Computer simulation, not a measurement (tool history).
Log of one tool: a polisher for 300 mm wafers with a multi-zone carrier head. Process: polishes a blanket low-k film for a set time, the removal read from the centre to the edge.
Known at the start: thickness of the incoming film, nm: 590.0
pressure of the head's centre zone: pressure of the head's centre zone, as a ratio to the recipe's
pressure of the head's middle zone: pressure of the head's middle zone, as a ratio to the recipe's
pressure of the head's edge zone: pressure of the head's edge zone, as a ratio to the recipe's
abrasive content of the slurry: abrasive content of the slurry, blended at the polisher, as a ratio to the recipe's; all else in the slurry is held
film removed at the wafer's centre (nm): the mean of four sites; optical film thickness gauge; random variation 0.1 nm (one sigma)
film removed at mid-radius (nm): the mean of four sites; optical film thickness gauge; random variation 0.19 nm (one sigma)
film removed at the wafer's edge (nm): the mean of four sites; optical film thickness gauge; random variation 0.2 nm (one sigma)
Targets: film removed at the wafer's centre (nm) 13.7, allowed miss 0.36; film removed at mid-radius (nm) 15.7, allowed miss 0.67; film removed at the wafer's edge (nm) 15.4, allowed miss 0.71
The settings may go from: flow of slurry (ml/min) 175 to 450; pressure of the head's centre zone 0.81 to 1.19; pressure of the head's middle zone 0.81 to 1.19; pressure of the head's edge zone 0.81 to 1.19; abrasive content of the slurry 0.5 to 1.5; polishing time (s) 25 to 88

run,hour,flow of slurry (ml/min),pressure of the head's centre zone,pressure of the head's middle zone,pressure of the head's edge zone,abrasive content of the slurry,polishing time (s),film removed at the wafer's centre (nm),film removed at mid-radius (nm),film removed at the wafer's edge (nm)
1,0,290,1,1,1,1,56,27.254,27.278,27.815
2,7.6,285,0.95,0.99,0.96,0.85,51,21.053,22.406,21.764
3,11,235,0.95,0.99,0.96,0.85,51,20.701,21.213,21.444
4,13.6,305,0.95,0.99,0.96,0.85,51,20.959,21.868,21.426
5,22.4,300,0.91,0.97,0.95,0.75,51,18.417,19.066,19.035
6,27.6,295,0.88,0.98,0.96,0.7,50,16.142,17.708,17.387
7,36.5,295,0.86,0.97,0.95,0.7,50,15.647,17.509,17.774
8,43.5,280,0.85,0.99,0.89,0.5,48,9.1792,10.521,10.014
9,48,325,0.85,0.99,0.93,0.5,48,9.2681,10.592,10.5
10,52.7,275,0.86,1,0.97,0.55,48,11.001,12.813,12.405
11,57.2,195,0.9,0.99,1.07,0.5,48,9.291,10.016,10.704
12,59.1,265,0.9,1,1.07,0.55,48,11.374,12.59,12.881
13,67.8,310,0.9,1,1.08,0.55,48,11.726,12.755,13.131
14,68.6,310,0.9,1,1.08,0.55,48,11.532,12.539,13.439
15,75.4,340,0.91,1.02,1.06,0.6,48,13.41,14.736,14.959
16,76.1,350,0.91,1.03,1.06,0.6,48,13.522,14.874,14.694

5 next moves are on the table. One of them brings every result within its allowed miss. Which?
A,76.8,345,0.97,1,1.04,0.6,46,?,?,?
B,76.8,310,0.89,1.04,1.03,0.75,39,?,?,?
C,76.8,380,1.02,1.12,1.02,0.6,46,?,?,?
D,76.8,350,0.88,0.98,0.99,0.6,47,?,?,?
E,76.8,345,0.94,1.07,1.03,0.6,45,?,?,?

move,film removed at the wafer's centre (nm),film removed at mid-radius (nm),film removed at the wafer's edge (nm)
A,13.781,13.896,14.475
B,13.769,15.585,15.647
C,14.585,15.416,14.397
D,12.859,13.982,14.456
E,13.094,14.4,14.08
A: further off than the last run
B: meets every target
C: brings the result that was furthest off to its target, and leaves another outside
D: further off than the last run
E: further off than the last run
Move B is the one to make.
